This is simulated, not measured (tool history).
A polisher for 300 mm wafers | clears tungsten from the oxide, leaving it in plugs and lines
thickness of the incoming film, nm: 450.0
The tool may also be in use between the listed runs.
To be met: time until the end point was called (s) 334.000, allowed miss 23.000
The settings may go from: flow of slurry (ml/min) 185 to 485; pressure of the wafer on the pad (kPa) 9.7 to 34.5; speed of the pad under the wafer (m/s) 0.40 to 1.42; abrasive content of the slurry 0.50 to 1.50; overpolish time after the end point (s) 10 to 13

run	hour	flow of slurry (ml/min)	pressure of the wafer on the pad (kPa)	speed of the pad under the wafer (m/s)	abrasive content of the slurry	overpolish time after the end point (s)	time until the end point was called (s)
1	0.0	310	22.1	0.90	1.00	13	107.690
2	2.1	310	24.8	0.90	1.00	13	94.904
3	6.2	305	22.8	0.82	1.00	13	114.840
4	7.9	370	22.8	0.82	1.00	13	111.080
5	15.1	365	20.7	0.76	1.00	13	127.850
6	18.2	350	19.3	0.70	0.95	13	160.990
7	22.4	350	17.9	0.68	0.95	13	173.810
8	28.5	350	16.5	0.66	0.95	13	194.860
9	35.4	350	15.2	0.64	0.95	13	214.060
10	36.0	350	14.5	0.62	0.95	13	232.110
11	42.2	350	13.8	0.62	0.95	13	240.570
12	46.7	350	13.1	0.62	0.95	13	258.050
13	53.2	350	12.4	0.62	0.95	13	271.980
14	58.7	350	9.7	0.54	0.95	13	398.980
15	67.0	355	9.7	0.54	0.95	13	396.010

Which of these 5 next moves meets every target?
A	75.3	300	12.4	0.66	0.85	10	?
B	75.3	320	9.7	0.76	0.85	10	?
C	75.3	425	11.0	0.66	0.85	10	?
D	75.3	315	13.8	0.50	1.25	13	?
E	75.3	355	9.7	0.64	0.95	13	?

move	time until the end point was called (s)
A	265.360
B	291.690
C	288.220
D	274.640
E	328.460
A: takes the result that was furthest off past its target
B: takes the result that was furthest off past its target
C: takes the result that was furthest off past its target
D: takes the result that was furthest off past its target
E: meets every target
Move E is the one to make.
